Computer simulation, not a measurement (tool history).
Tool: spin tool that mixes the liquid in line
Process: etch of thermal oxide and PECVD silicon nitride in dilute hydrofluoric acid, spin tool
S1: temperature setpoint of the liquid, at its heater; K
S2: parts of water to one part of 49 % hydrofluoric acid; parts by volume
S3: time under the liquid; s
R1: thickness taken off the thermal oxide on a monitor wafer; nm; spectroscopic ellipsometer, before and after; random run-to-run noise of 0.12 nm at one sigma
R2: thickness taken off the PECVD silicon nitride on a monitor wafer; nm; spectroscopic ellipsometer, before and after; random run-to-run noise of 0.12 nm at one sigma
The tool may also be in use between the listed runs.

run,day,S1,S2,S3,R1,R2
1,0,293.15,215,180,2.4936,3.4898
2,0.375,296.15,215,180,2.8573,4.2752
3,0.646,296.15,180,180,3.5551,5.0277
4,0.783,296.15,135,205,5.6094,7.6499
5,0.862,295.65,105,220,7.9913,10.141
6,0.983,295.15,85,225,10.186,12.227
7,1.225,295.15,75,225,11.577,14.062
8,1.446,294.65,70,225,12.383,14.623
9,1.5,294.15,70,225,11.855,14.032
10,1.671,293.65,65,225,12.687,14.396

Run 11 is up next; what results do you expect?
11,1.996,293.65,55,225,?,?

R1: 15.038 nm
R2: 16.825 nm
